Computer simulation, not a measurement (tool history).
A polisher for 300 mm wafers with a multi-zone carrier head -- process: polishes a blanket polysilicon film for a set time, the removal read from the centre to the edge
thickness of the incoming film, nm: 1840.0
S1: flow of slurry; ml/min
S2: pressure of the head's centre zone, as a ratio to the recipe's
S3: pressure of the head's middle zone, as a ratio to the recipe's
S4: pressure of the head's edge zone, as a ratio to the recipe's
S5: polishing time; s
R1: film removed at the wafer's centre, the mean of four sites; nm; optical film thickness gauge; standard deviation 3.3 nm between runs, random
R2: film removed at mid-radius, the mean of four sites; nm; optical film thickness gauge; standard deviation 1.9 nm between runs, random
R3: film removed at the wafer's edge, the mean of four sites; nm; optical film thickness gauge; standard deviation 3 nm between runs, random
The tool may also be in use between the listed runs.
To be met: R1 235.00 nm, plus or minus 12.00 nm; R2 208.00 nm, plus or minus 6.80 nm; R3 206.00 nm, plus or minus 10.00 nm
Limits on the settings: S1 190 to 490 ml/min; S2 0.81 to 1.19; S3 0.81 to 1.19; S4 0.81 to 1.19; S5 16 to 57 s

{"run": 1, "hour": 0.0, "S1": 315, "S2": 1.0, "S3": 1.0, "S4": 1.0, "S5": 36, "R1": 330.15, "R2": 359.75, "R3": 347.53}
{"run": 2, "hour": 8.5, "S1": 315, "S2": 1.0, "S3": 1.0, "S4": 1.04, "S5": 36, "R1": 336.26, "R2": 358.94, "R3": 366.37}
{"run": 3, "hour": 14.0, "S1": 265, "S2": 1.0, "S3": 1.0, "S4": 1.04, "S5": 36, "R1": 336.23, "R2": 355.58, "R3": 350.93}
{"run": 4, "hour": 18.4, "S1": 265, "S2": 1.0, "S3": 1.0, "S4": 1.01, "S5": 36, "R1": 335.24, "R2": 353.67, "R3": 355.39}
{"run": 5, "hour": 24.1, "S1": 195, "S2": 1.0, "S3": 1.0, "S4": 1.01, "S5": 36, "R1": 316.06, "R2": 344.46, "R3": 344.81}
{"run": 6, "hour": 28.6, "S1": 220, "S2": 1.05, "S3": 0.99, "S4": 0.98, "S5": 30, "R1": 286.18, "R2": 285.58, "R3": 287.63}
{"run": 7, "hour": 30.8, "S1": 230, "S2": 1.12, "S3": 0.96, "S4": 0.88, "S5": 20, "R1": 202.81, "R2": 186.89, "R3": 180.19}
{"run": 8, "hour": 34.1, "S1": 230, "S2": 1.14, "S3": 0.98, "S4": 0.92, "S5": 20, "R1": 206.6, "R2": 193.1, "R3": 187.39}
{"run": 9, "hour": 41.7, "S1": 230, "S2": 1.16, "S3": 0.98, "S4": 0.93, "S5": 21, "R1": 218.24, "R2": 200.66, "R3": 198.6}

Pick the move, out of 4, that brings all results within their allowed miss; only one does.
{"run": "A", "hour": 49.3, "S1": 240, "S2": 0.99, "S3": 1.09, "S4": 1.11, "S5": 21, "R1": "?", "R2": "?", "R3": "?"}
{"run": "B", "hour": 49.3, "S1": 330, "S2": 1.19, "S3": 0.88, "S4": 0.88, "S5": 21, "R1": "?", "R2": "?", "R3": "?"}
{"run": "C", "hour": 49.3, "S1": 245, "S2": 1.18, "S3": 0.89, "S4": 0.99, "S5": 21, "R1": "?", "R2": "?", "R3": "?"}
{"run": "D", "hour": 49.3, "S1": 220, "S2": 1.19, "S3": 0.95, "S4": 0.94, "S5": 22, "R1": "?", "R2": "?", "R3": "?"}

move=A R1=188.66 R2=216.64 R3=211.61
move=B R1=230.23 R2=193.95 R3=195.05
move=C R1=221.50 R2=189.94 R3=201.22
move=D R1=230.84 R2=205.03 R3=203.96
A: misses by more than the last run did
B: gets the furthest-off result to its target, but another result is out of tolerance
C: misses by more than the last run did
D: all results in spec
Correct choice: D, which meets every target
